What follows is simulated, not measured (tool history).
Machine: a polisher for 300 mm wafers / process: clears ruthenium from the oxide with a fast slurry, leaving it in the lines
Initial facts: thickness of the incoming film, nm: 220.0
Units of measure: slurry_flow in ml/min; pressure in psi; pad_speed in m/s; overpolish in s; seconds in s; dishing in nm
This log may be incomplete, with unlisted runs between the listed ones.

{"run": 1, "hour": 0.0, "slurry_flow": 125, "pressure": 3.1, "pad_speed": 0.92, "slurry_solids": 1.0, "overpolish": 20, "seconds": 56.636, "dishing": 37.02}
{"run": 2, "hour": 8.5, "slurry_flow": 130, "pressure": 3.4, "pad_speed": 0.92, "slurry_solids": 1.0, "overpolish": 19, "seconds": 52.487, "dishing": 37.487}
{"run": 3, "hour": 12.0, "slurry_flow": 130, "pressure": 3.8, "pad_speed": 0.92, "slurry_solids": 1.0, "overpolish": 19, "seconds": 47.168, "dishing": 38.57}
{"run": 4, "hour": 13.4, "slurry_flow": 130, "pressure": 4.0, "pad_speed": 0.94, "slurry_solids": 1.0, "overpolish": 18, "seconds": 43.431, "dishing": 39.087}
{"run": 5, "hour": 19.2, "slurry_flow": 130, "pressure": 4.1, "pad_speed": 0.96, "slurry_solids": 1.0, "overpolish": 17, "seconds": 41.687, "dishing": 38.865}
{"run": 6, "hour": 20.3, "slurry_flow": 135, "pressure": 4.2, "pad_speed": 0.98, "slurry_solids": 1.0, "overpolish": 16, "seconds": 40.251, "dishing": 39.021}
{"run": 7, "hour": 26.8, "slurry_flow": 135, "pressure": 4.3, "pad_speed": 1.0, "slurry_solids": 1.0, "overpolish": 15, "seconds": 37.824, "dishing": 39.194}

Estimate the outcome of run 8 from the log above:
{"run": 8, "hour": 33.2, "slurry_flow": 135, "pressure": 4.4, "pad_speed": 1.02, "slurry_solids": 1.0, "overpolish": 14, "seconds": "?", "dishing": "?"}

{"run 8": {"seconds": 37.895, "dishing": 37.451}}

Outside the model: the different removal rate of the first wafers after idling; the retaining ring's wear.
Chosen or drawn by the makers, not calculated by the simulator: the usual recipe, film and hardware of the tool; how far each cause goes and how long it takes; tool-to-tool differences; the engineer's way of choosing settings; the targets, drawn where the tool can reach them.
